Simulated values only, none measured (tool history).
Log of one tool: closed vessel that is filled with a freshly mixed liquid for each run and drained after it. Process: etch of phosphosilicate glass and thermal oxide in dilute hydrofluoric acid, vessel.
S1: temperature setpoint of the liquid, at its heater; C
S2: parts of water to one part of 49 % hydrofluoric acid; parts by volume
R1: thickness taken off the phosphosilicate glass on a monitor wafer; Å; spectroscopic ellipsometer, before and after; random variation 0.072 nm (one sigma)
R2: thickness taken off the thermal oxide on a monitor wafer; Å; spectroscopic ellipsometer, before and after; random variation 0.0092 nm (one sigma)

Run 1, hour 0.0: S1 21.0 C, S2 150 parts by volume, time in the liquid (s) 60. Result: R1 327.51 Å, R2 13.6320 Å.
Run 2, hour 3.6: S1 20.5 C, S2 155 parts by volume, time in the liquid (s) 60. Result: R1 306.79 Å, R2 12.9730 Å.
Run 3, hour 12.4: S1 20.5 C, S2 155 parts by volume, time in the liquid (s) 80. Result: R1 412.26 Å, R2 16.9980 Å.
Run 4, hour 18.3: S1 20.5 C, S2 205 parts by volume, time in the liquid (s) 80. Result: R1 295.31 Å, R2 12.4320 Å.
Run 5, hour 25.4: S1 20.0 C, S2 210 parts by volume, time in the liquid (s) 80. Result: R1 283.70 Å, R2 11.7200 Å.
Run 6, hour 30.4: S1 20.0 C, S2 265 parts by volume, time in the liquid (s) 80. Result: R1 214.01 Å, R2 8.7631 Å.
Run 7, hour 32.3: S1 19.5 C, S2 265 parts by volume, time in the liquid (s) 80. Result: R1 209.63 Å, R2 8.6520 Å.

Forecast run 8:
Run 8, hour 38.7: S1 19.0 C, S2 265 parts by volume, time in the liquid (s) 80. Result: R1 ?, R2 ?.

Run 8 gave R1 205.75 Å, R2 8.6733 Å.

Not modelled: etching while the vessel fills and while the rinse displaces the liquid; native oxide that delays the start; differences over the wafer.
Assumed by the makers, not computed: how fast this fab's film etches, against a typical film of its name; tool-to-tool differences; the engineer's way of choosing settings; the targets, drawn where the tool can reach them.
